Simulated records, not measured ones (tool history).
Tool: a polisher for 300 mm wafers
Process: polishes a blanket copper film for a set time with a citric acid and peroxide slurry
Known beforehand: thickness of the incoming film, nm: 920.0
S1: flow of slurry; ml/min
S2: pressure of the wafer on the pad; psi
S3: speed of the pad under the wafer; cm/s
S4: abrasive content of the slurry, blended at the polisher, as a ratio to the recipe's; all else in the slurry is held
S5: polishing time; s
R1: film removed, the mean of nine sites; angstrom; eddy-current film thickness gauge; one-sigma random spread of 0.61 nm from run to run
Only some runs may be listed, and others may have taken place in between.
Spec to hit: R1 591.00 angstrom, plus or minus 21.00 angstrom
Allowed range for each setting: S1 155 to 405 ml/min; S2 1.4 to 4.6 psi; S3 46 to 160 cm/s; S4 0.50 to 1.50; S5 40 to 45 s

run  hour   S1   S2   S3    S4  S5      R1
  1   0.0  260  3.0  102  1.00  45  842.99
  2   6.2  260  3.0  102  1.00  45  850.67
  3  11.8  260  2.7  102  1.00  45  788.62
  4  17.7  260  2.7  102  1.10  45  794.93
  5  25.1  260  2.4  102  1.10  45  715.81
  6  34.0  260  2.2  102  1.10  45  661.88
  7  38.2  260  2.1  102  1.10  45  641.93
  8  47.3  260  2.0  102  1.10  45  614.77

Next run, 5 choices. One meets every target within its allowed miss, the rest don't. Which?
  A  56.4  330  2.4   88  1.05  45   ?
  B  56.4  225  2.3   92  1.25  45   ?
  C  56.4  265  1.9  104  1.15  44   ?
  D  56.4  255  1.9  106  1.40  45   ?
  E  56.4  250  2.1  106  1.10  44   ?

move      R1
   A  653.15
   B  652.83
   C  596.43
   D  646.34
   E  648.04
A: moves away from the targets compared with the last run
B: moves away from the targets compared with the last run
C: each result inside its tolerance
D: moves away from the targets compared with the last run
E: moves away from the targets compared with the last run
C is the move that brings every result within its allowed miss.
